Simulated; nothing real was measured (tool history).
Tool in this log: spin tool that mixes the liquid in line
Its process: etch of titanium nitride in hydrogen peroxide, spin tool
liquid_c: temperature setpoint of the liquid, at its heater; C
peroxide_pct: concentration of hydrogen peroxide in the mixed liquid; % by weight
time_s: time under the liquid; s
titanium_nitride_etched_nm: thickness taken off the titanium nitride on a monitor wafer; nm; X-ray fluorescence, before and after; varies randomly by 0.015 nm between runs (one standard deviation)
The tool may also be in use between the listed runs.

run	hour	liquid_c	peroxide_pct	time_s	titanium_nitride_etched_nm
1	0.0	43.0	25	55	1.05960
2	5.8	38.0	25	55	0.72901
3	11.1	41.0	25	55	0.91022
4	15.6	35.5	25	55	0.59482
5	22.3	39.0	25	55	0.78083
6	28.4	39.0	20	55	0.74553

Estimate the outcome of run 7 from the log above:
7	34.1	42.0	20	55	?

Run 7 gave titanium_nitride_etched_nm 0.94920 nm.
